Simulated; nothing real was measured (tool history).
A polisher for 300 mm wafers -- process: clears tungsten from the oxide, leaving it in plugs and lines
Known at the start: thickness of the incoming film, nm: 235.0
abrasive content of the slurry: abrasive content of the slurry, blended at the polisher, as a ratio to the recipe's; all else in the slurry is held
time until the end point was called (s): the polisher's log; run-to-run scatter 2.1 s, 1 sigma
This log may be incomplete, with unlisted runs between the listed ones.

run,hour,flow of slurry (ml/min),pressure of the wafer on the pad (kPa),speed of the pad under the wafer (m/s),abrasive content of the slurry,overpolish time after the end point (s),time until the end point was called (s)
1,0,140,20,0.86,1,4,77.131
2,2,135,17.2,0.8,1,4,93.88
3,6.7,130,15.2,0.74,1,4,113.57
4,7.3,125,13.8,0.7,1,4,127.59
5,10.7,125,12.4,0.68,1,4,141.62
6,15.6,125,11.7,0.66,1,4,151.15
7,19.5,115,9,0.64,1,4,190.16

Run 8 comes next. What will it give?
8,25,120,9,0.64,1,4,?

For run 8 the tool returned time until the end point was called (s) 192.65.
